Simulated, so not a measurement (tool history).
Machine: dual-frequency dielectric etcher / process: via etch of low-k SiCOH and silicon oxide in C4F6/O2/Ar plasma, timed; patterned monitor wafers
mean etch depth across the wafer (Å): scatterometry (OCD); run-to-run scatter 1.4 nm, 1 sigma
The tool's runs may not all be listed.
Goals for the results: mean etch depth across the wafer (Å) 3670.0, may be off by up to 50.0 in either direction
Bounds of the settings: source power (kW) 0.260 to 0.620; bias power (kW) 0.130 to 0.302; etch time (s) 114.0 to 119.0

| run | hour | source power (kW) | bias power (kW) | etch time (s) | mean etch depth across the wafer (Å) |
|---|---|---|---|---|---|
| 1 | 0.0 | 0.440 | 0.216 | 114.0 | 3237.5 |
| 2 | 3.1 | 0.490 | 0.216 | 114.0 | 3429.3 |
| 3 | 10.9 | 0.490 | 0.216 | 119.0 | 3567.2 |
| 4 | 18.2 | 0.490 | 0.216 | 114.0 | 3431.8 |
| 5 | 19.8 | 0.490 | 0.237 | 114.0 | 3504.6 |
| 6 | 21.8 | 0.490 | 0.217 | 114.0 | 3435.5 |
| 7 | 27.1 | 0.500 | 0.217 | 114.0 | 3444.3 |
| 8 | 31.7 | 0.510 | 0.217 | 114.0 | 3474.4 |

Which of these 4 next moves meets every target?
| A | 36.3 | 0.420 | 0.193 | 118.5 | ? |
| B | 36.3 | 0.470 | 0.218 | 118.0 | ? |
| C | 36.3 | 0.420 | 0.225 | 114.0 | ? |
| D | 36.3 | 0.520 | 0.224 | 118.0 | ? |

| move | mean etch depth across the wafer (Å) |
|---|---|
| A | 3233.9 |
| B | 3499.1 |
| C | 3257.0 |
| D | 3678.4 |
A: the biggest miss grows against the last run
B: gains on the last run, yet a result remains outside its allowed miss
C: the biggest miss grows against the last run
D: in spec on every target
Answer: D
